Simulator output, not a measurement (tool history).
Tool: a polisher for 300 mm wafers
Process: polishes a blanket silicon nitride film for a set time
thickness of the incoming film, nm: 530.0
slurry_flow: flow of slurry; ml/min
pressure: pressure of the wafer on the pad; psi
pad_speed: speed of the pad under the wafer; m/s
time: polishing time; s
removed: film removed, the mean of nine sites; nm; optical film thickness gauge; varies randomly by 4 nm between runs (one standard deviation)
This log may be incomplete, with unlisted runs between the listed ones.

run  hour  slurry_flow  pressure  pad_speed  time  removed
  1     0          265       3.9        1.2    87    187.1
  2   7.2          215       3.9        1.2    87   182.07
  3  12.5          215       3.9        1.2    92   186.34
  4  21.2          215       3.9        1.2    87   183.89
  5  30.1          215       4.2        1.2    87   194.38
  6  31.4          220       4.5        1.2    87   206.91

Run 7 is up next; what results do you expect?
  7  35.6          220       4.8        1.2    87        ?

For run 7 the tool returned removed 215.84 nm.
